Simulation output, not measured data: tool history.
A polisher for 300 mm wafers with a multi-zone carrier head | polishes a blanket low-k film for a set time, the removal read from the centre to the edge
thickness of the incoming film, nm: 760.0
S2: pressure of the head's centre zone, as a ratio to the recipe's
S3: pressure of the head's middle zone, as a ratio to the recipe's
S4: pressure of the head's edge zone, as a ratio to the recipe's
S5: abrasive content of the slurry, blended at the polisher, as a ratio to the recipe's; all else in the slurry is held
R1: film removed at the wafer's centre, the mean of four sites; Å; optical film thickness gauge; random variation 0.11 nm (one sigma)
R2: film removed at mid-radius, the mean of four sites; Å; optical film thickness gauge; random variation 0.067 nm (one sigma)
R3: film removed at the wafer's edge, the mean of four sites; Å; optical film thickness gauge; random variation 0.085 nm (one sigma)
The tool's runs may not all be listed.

{"run": 1, "hour": 0.0, "flow of slurry (ml/min)": 185, "S2": 1, "S3": 1, "S4": 1, "S5": 1, "polishing time (s)": 38, "R1": 128.4, "R2": 126.72, "R3": 129.54}
{"run": 2, "hour": 5.2, "flow of slurry (ml/min)": 185, "S2": 1, "S3": 1, "S4": 1, "S5": 0.9, "polishing time (s)": 38, "R1": 118.9, "R2": 114.63, "R3": 119.48}
{"run": 3, "hour": 8.5, "flow of slurry (ml/min)": 185, "S2": 1, "S3": 1, "S4": 1.08, "S5": 0.9, "polishing time (s)": 38, "R1": 121.77, "R2": 116.94, "R3": 123.07}
{"run": 4, "hour": 15.1, "flow of slurry (ml/min)": 185, "S2": 1.05, "S3": 1, "S4": 1.08, "S5": 0.9, "polishing time (s)": 38, "R1": 125.15, "R2": 116.97, "R3": 122.9}
{"run": 5, "hour": 18.2, "flow of slurry (ml/min)": 185, "S2": 1.05, "S3": 1, "S4": 1.08, "S5": 0.9, "polishing time (s)": 30, "R1": 98.584, "R2": 92.454, "R3": 98.684}
{"run": 6, "hour": 26.3, "flow of slurry (ml/min)": 185, "S2": 1.05, "S3": 1.02, "S4": 1.06, "S5": 0.85, "polishing time (s)": 30, "R1": 94.179, "R2": 89.253, "R3": 91.616}
{"run": 7, "hour": 30.6, "flow of slurry (ml/min)": 180, "S2": 1.04, "S3": 1.03, "S4": 1.05, "S5": 0.85, "polishing time (s)": 30, "R1": 92.287, "R2": 89.991, "R3": 92.344}
{"run": 8, "hour": 36.0, "flow of slurry (ml/min)": 175, "S2": 1.04, "S3": 1.04, "S4": 1.03, "S5": 0.85, "polishing time (s)": 30, "R1": 89.333, "R2": 89.242, "R3": 89.833}
{"run": 9, "hour": 37.0, "flow of slurry (ml/min)": 170, "S2": 1.05, "S3": 1.05, "S4": 1.01, "S5": 0.85, "polishing time (s)": 30, "R1": 93.87, "R2": 89.36, "R3": 89.02}
{"run": 10, "hour": 44.0, "flow of slurry (ml/min)": 160, "S2": 0.95, "S3": 1.08, "S4": 0.91, "S5": 0.6, "polishing time (s)": 30, "R1": 55.911, "R2": 62.173, "R3": 56.619}
{"run": 11, "hour": 51.0, "flow of slurry (ml/min)": 175, "S2": 0.96, "S3": 1.09, "S4": 0.93, "S5": 0.6, "polishing time (s)": 30, "R1": 57.632, "R2": 62.268, "R3": 57.924}
{"run": 12, "hour": 55.8, "flow of slurry (ml/min)": 170, "S2": 0.98, "S3": 1.1, "S4": 0.95, "S5": 0.6, "polishing time (s)": 30, "R1": 58.213, "R2": 63.969, "R3": 58.765}
{"run": 13, "hour": 58.2, "flow of slurry (ml/min)": 170, "S2": 1, "S3": 1.11, "S4": 0.97, "S5": 0.6, "polishing time (s)": 30, "R1": 58.88, "R2": 63.615, "R3": 59.463}
{"run": 14, "hour": 66.6, "flow of slurry (ml/min)": 170, "S2": 1.01, "S3": 1.12, "S4": 0.97, "S5": 0.65, "polishing time (s)": 30, "R1": 66.533, "R2": 72.673, "R3": 68.016}
{"run": 15, "hour": 69.0, "flow of slurry (ml/min)": 175, "S2": 1.02, "S3": 1.13, "S4": 0.97, "S5": 0.65, "polishing time (s)": 30, "R1": 70.493, "R2": 72.311, "R3": 67.522}
{"run": 16, "hour": 74.9, "flow of slurry (ml/min)": 175, "S2": 1.02, "S3": 1.14, "S4": 0.97, "S5": 0.65, "polishing time (s)": 30, "R1": 68.805, "R2": 72.983, "R3": 66.594}
{"run": 17, "hour": 79.5, "flow of slurry (ml/min)": 180, "S2": 1.02, "S3": 1.15, "S4": 0.98, "S5": 0.65, "polishing time (s)": 30, "R1": 66.642, "R2": 74.343, "R3": 66.983}
{"run": 18, "hour": 85.2, "flow of slurry (ml/min)": 225, "S2": 1.12, "S3": 1.15, "S4": 1.07, "S5": 0.8, "polishing time (s)": 30, "R1": 98.545, "R2": 96.882, "R3": 89.649}
{"run": 19, "hour": 87.6, "flow of slurry (ml/min)": 175, "S2": 1.08, "S3": 1.16, "S4": 1.03, "S5": 0.8, "polishing time (s)": 30, "R1": 90.676, "R2": 93.629, "R3": 84.474}
{"run": 20, "hour": 88.9, "flow of slurry (ml/min)": 175, "S2": 1.07, "S3": 1.15, "S4": 1.02, "S5": 0.8, "polishing time (s)": 30, "R1": 90.494, "R2": 93.07, "R3": 86.441}
{"run": 21, "hour": 93.8, "flow of slurry (ml/min)": 145, "S2": 1.06, "S3": 1.16, "S4": 0.99, "S5": 0.55, "polishing time (s)": 30, "R1": 51.61, "R2": 55.33, "R3": 50.713}
{"run": 22, "hour": 99.3, "flow of slurry (ml/min)": 160, "S2": 1.06, "S3": 1.16, "S4": 1, "S5": 0.55, "polishing time (s)": 30, "R1": 53.034, "R2": 56.545, "R3": 50.754}
{"run": 23, "hour": 100.5, "flow of slurry (ml/min)": 175, "S2": 1.05, "S3": 1.15, "S4": 1, "S5": 0.55, "polishing time (s)": 30, "R1": 55.317, "R2": 57.089, "R3": 52.175}

Forecast run 24:
{"run": 24, "hour": 105.1, "flow of slurry (ml/min)": 185, "S2": 1.04, "S3": 1.14, "S4": 1, "S5": 0.55, "polishing time (s)": 30, "R1": "?", "R2": "?", "R3": "?"}

Run 24 gave R1 53.687 Å, R2 57.628 Å, R3 51.92 Å.
